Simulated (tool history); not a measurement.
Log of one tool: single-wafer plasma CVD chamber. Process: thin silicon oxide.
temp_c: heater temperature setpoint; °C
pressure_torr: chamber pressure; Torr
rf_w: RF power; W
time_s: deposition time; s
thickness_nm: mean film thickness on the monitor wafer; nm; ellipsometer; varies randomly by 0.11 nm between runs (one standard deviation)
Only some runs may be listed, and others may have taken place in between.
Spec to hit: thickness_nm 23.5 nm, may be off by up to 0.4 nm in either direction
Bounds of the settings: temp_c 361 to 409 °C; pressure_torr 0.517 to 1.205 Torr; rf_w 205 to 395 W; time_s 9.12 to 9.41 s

run  hour  temp_c  pressure_torr  rf_w  time_s  thickness_nm
  1     0     385          0.861   300    9.12        19.758
  2   4.5     385          0.801   300    9.12        18.505
  3    11     385          0.851   300    9.12        19.535
  4  16.3     394          0.851   300    9.12        19.463
  5  22.4     394          0.851   260    9.12        18.518
  6  27.6     394          0.902   260    9.12        19.386
  7  30.6     394          0.946   260    9.12        19.877
  8  35.3     394          0.992   260    9.12        20.931
  9    41     394           1.02   260    9.12        21.178
 10  44.6     394          1.049   260    9.12        21.511
 11  46.9     394          1.075   260    9.12        22.058
 12    54     394          1.093   260    9.12        22.204
 13  57.4     394           1.11   260    9.12        22.444
 14  61.1     394           1.11   260    9.12        22.298
 15  67.6     394          1.127   260    9.12        22.892
 16  69.4     394          1.135   260    9.12        22.806
 17  71.4     394          1.144   260    9.12        22.854
 18  78.6     394          1.153   260    9.12        22.865
 19  84.8     394          1.162   260    9.12        23.197

Of the 5 settings listed for the next run, only one would bring every result within its allowed miss of target. Which one?
  A    91     406           1.06   285    9.25             ?
  B    91     389          1.114   250    9.28             ?
  C    91     390          1.186   260     9.4             ?
  D    91     397          1.129   235    9.41             ?
  E    91     399          1.104   305    9.12             ?

move  thickness_nm
   A        22.702
   B        22.616
   C        24.223
   D        22.407
   E        23.715
A: further off than the last run
B: further off than the last run
C: moves the result that the last run missed by most past its target, out the other side
D: further off than the last run
E: hits every target within its allowed miss
Move E is the one to make.

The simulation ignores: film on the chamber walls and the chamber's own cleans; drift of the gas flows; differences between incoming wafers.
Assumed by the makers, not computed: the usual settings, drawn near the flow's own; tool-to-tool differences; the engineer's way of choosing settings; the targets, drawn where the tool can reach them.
